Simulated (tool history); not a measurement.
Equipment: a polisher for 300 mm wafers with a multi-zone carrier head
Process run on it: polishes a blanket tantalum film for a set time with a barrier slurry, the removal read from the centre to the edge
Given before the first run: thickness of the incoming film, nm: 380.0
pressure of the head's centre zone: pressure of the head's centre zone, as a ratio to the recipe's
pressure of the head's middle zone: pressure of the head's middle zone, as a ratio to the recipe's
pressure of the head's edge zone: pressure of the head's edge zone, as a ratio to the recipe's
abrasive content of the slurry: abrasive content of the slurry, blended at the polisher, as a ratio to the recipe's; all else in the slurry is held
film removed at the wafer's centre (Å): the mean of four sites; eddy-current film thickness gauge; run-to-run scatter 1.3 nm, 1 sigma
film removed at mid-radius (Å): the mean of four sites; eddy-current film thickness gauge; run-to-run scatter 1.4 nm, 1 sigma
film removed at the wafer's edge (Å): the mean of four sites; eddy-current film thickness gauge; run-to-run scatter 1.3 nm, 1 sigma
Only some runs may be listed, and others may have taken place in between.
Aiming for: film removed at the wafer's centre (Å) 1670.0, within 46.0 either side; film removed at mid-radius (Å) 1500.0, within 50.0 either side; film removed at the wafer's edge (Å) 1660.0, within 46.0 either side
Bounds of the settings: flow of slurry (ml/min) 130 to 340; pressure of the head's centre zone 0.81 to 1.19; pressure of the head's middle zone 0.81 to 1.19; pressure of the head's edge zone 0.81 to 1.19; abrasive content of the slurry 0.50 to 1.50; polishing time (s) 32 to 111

run,hour,flow of slurry (ml/min),pressure of the head's centre zone,pressure of the head's middle zone,pressure of the head's edge zone,abrasive content of the slurry,polishing time (s),film removed at the wafer's centre (Å),film removed at mid-radius (Å),film removed at the wafer's edge (Å)
1,0.0,220,1.00,1.00,1.00,1.00,71,1322.0,1287.1,1274.0
2,3.9,230,1.01,0.99,1.05,1.15,71,1416.5,1369.9,1384.3
3,12.5,240,1.02,0.98,1.09,1.20,71,1454.8,1381.9,1433.6
4,16.7,240,1.02,0.98,1.09,1.00,71,1373.0,1299.9,1324.6
5,19.8,240,1.02,0.98,1.09,0.80,71,1254.3,1199.5,1232.4
6,25.4,240,1.02,0.98,1.09,0.80,86,1512.7,1458.8,1469.8
7,28.3,250,1.02,0.96,1.12,0.85,86,1564.6,1467.6,1541.1
8,29.2,260,1.02,0.95,1.14,0.85,86,1563.9,1498.1,1556.3

Which one of the following 5 next-run settings gets every result inside its allowed miss? There is exactly one.
A,30.1,340,1.07,1.09,1.09,0.80,82,?,?,?
B,30.1,270,1.04,0.94,1.18,0.80,92,?,?,?
C,30.1,285,1.02,0.98,1.14,0.85,82,?,?,?
D,30.1,255,0.92,0.92,1.19,0.90,86,?,?,?
E,30.1,280,1.04,0.97,1.12,0.80,83,?,?,?

move,film removed at the wafer's centre (Å),film removed at mid-radius (Å),film removed at the wafer's edge (Å)
A,1596.4,1563.9,1462.7
B,1694.5,1512.3,1682.1
C,1531.5,1442.4,1518.6
D,1460.4,1450.7,1652.2
E,1536.0,1406.6,1481.3
A: its largest miss is bigger than the last run's
B: each result inside its tolerance
C: its largest miss is bigger than the last run's
D: its largest miss is bigger than the last run's
E: its largest miss is bigger than the last run's
Move B is the one to make.
